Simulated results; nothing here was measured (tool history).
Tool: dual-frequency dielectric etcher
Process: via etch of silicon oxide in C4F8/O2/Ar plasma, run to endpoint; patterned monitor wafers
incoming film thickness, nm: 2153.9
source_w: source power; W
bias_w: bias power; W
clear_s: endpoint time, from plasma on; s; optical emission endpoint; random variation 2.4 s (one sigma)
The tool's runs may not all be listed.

Run 1, day 0.000: source_w 1560 W, bias_w 1574 W. Result: clear_s 499.03 s.
Run 2, day 0.062: source_w 1680 W, bias_w 1599 W. Result: clear_s 487.26 s.
Run 3, day 0.433: source_w 1790 W, bias_w 1632 W. Result: clear_s 475.41 s.
Run 4, day 0.567: source_w 1870 W, bias_w 1660 W. Result: clear_s 464.94 s.
Run 5, day 0.842: source_w 1870 W, bias_w 1457 W. Result: clear_s 482.49 s.
Run 6, day 0.883: source_w 2030 W, bias_w 1457 W. Result: clear_s 469.28 s.

Forecast run 7:
Run 7, day 1.158: source_w 2070 W, bias_w 1495 W. Result: clear_s ?.

clear_s: 469.97 s

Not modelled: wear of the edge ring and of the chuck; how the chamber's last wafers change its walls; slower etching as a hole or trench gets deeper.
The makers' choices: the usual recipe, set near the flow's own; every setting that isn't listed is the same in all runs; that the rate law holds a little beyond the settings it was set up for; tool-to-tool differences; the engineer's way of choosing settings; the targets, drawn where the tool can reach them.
